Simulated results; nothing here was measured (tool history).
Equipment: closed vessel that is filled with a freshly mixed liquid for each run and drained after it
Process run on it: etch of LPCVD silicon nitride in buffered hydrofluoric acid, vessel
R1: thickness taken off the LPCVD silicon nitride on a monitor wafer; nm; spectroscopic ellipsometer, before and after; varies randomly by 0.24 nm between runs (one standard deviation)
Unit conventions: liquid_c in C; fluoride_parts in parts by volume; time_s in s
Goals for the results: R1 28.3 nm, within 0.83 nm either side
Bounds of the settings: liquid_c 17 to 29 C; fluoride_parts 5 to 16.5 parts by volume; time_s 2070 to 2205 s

{"run": 1, "day": 0.0, "liquid_c": 21, "fluoride_parts": 10, "time_s": 2070, "R1": 24.105}
{"run": 2, "day": 0.054, "liquid_c": 21, "fluoride_parts": 7.5, "time_s": 2070, "R1": 31.762}
{"run": 3, "day": 0.258, "liquid_c": 21, "fluoride_parts": 7.5, "time_s": 2070, "R1": 31.269}
{"run": 4, "day": 0.642, "liquid_c": 20.5, "fluoride_parts": 7.5, "time_s": 2070, "R1": 30.932}
{"run": 5, "day": 0.725, "liquid_c": 20.5, "fluoride_parts": 9.5, "time_s": 2070, "R1": 24.234}
{"run": 6, "day": 1.008, "liquid_c": 21, "fluoride_parts": 9.5, "time_s": 2070, "R1": 24.663}
{"run": 7, "day": 1.392, "liquid_c": 21.5, "fluoride_parts": 9.5, "time_s": 2070, "R1": 25.654}
{"run": 8, "day": 1.779, "liquid_c": 22, "fluoride_parts": 9.5, "time_s": 2070, "R1": 26.475}
{"run": 9, "day": 1.888, "liquid_c": 22.5, "fluoride_parts": 9.5, "time_s": 2070, "R1": 27.143}

Below are 5 possible settings for the next run. Only one of them brings all results inside the allowed miss of their targets. Which is it?
{"run": "A", "day": 1.996, "liquid_c": 21.5, "fluoride_parts": 8.5, "time_s": 2205, "R1": "?"}
{"run": "B", "day": 1.996, "liquid_c": 21, "fluoride_parts": 8, "time_s": 2150, "R1": "?"}
{"run": "C", "day": 1.996, "liquid_c": 22, "fluoride_parts": 9.5, "time_s": 2205, "R1": "?"}
{"run": "D", "day": 1.996, "liquid_c": 21, "fluoride_parts": 8, "time_s": 2135, "R1": "?"}
{"run": "E", "day": 1.996, "liquid_c": 22, "fluoride_parts": 8.5, "time_s": 2155, "R1": "?"}

move=A R1=30.22
move=B R1=30.607
move=C R1=28.222
move=D R1=30.393
move=E R1=30.363
A: takes the biggest miss from the last run beyond its target
B: takes the biggest miss from the last run beyond its target
C: each result inside its tolerance
D: takes the biggest miss from the last run beyond its target
E: takes the biggest miss from the last run beyond its target
The right move is C.
